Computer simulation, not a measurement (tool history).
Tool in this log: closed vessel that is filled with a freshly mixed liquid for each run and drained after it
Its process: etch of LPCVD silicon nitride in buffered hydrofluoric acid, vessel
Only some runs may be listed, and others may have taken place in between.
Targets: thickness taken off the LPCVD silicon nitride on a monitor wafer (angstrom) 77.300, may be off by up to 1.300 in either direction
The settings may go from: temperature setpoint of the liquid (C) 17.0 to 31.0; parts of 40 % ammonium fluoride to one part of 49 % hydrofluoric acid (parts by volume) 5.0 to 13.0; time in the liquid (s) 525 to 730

run	hour	temperature setpoint of the liquid (C)	parts of 40 % ammonium fluoride to one part of 49 % hydrofluoric acid (parts by volume)	time in the liquid (s)	thickness taken off the LPCVD silicon nitride on a monitor wafer (angstrom)
1	0.0	23.0	8.0	730	115.540
2	0.7	21.0	8.0	730	103.370
3	8.7	21.0	8.0	730	103.180
4	17.4	21.0	6.5	730	128.240
5	19.5	17.5	6.5	730	104.440
6	26.1	19.0	6.5	730	114.520
7	31.7	18.5	7.0	730	104.450
8	37.1	18.5	7.0	730	103.940
9	44.7	18.0	7.5	730	94.620
10	49.5	17.5	8.0	730	84.843

Which one of the following 5 next-run settings gets every result inside its allowed miss? There is exactly one.
A	54.3	18.0	7.0	665	?
B	54.3	18.0	7.5	685	?
C	54.3	18.0	8.5	730	?
D	54.3	17.0	8.0	680	?
E	54.3	18.0	8.0	670	?

move	thickness taken off the LPCVD silicon nitride on a monitor wafer (angstrom)
A	91.849
B	87.816
C	81.715
D	76.796
E	80.096
A: misses by more than the last run did
B: misses by more than the last run did
C: closes in on the targets versus the last run, not all within tolerance yet
D: meets every target
E: closes in on the targets versus the last run, not all within tolerance yet
D meets every target.
